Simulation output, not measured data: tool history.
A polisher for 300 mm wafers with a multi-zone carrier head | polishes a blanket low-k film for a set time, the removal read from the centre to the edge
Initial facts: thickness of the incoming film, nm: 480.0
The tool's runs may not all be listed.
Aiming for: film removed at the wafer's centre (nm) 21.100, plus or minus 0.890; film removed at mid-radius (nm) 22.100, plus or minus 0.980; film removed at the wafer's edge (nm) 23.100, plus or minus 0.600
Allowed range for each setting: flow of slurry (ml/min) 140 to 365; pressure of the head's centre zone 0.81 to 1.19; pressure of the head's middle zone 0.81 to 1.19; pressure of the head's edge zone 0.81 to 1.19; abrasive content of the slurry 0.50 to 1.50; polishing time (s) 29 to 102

run,hour,flow of slurry (ml/min),pressure of the head's centre zone,pressure of the head's middle zone,pressure of the head's edge zone,abrasive content of the slurry,polishing time (s),film removed at the wafer's centre (nm),film removed at mid-radius (nm),film removed at the wafer's edge (nm)
1,0.0,235,1.00,1.00,1.00,1.00,65,29.631,28.504,28.350
2,7.4,235,0.96,1.00,1.00,1.00,65,28.334,28.922,28.179
3,15.2,235,1.03,1.00,1.00,1.00,65,30.721,28.632,28.266
4,23.9,235,1.03,1.00,1.03,1.00,65,29.883,29.458,29.059
# hour 31.3: edge zone pressure recalibrated
5,31.3,230,1.01,0.99,1.02,0.95,65,29.607,28.692,28.766
6,34.9,230,0.99,0.98,1.01,0.90,64,27.698,26.401,27.672
7,38.6,230,0.97,0.99,1.00,0.85,64,26.168,26.287,26.974
8,46.9,230,0.96,0.99,0.98,0.85,64,26.451,26.250,26.915
9,48.7,230,0.95,0.99,0.97,0.80,64,24.765,25.314,25.817
10,51.2,230,0.94,0.99,0.96,0.80,64,24.551,25.993,26.027
11,60.0,230,0.94,0.98,0.95,0.80,64,24.671,25.231,25.662
12,63.8,195,0.84,0.91,0.85,0.70,64,19.945,21.568,22.833

Which of these 4 next moves meets every target?
A,67.6,215,0.92,0.86,0.87,0.75,65,?,?,?
B,67.6,160,0.81,0.85,0.82,0.55,73,?,?,?
C,67.6,195,0.92,0.98,0.81,0.80,65,?,?,?
D,67.6,255,0.88,0.93,0.90,0.60,66,?,?,?

move,film removed at the wafer's centre (nm),film removed at mid-radius (nm),film removed at the wafer's edge (nm)
A,23.492,21.944,24.229
B,18.838,19.964,22.118
C,23.794,24.807,24.040
D,21.067,21.894,22.765
A: moves the result that the last run missed by most past its target, out the other side
B: its largest miss is bigger than the last run's
C: moves the result that the last run missed by most past its target, out the other side
D: all results in spec
Go with D: it meets all targets.
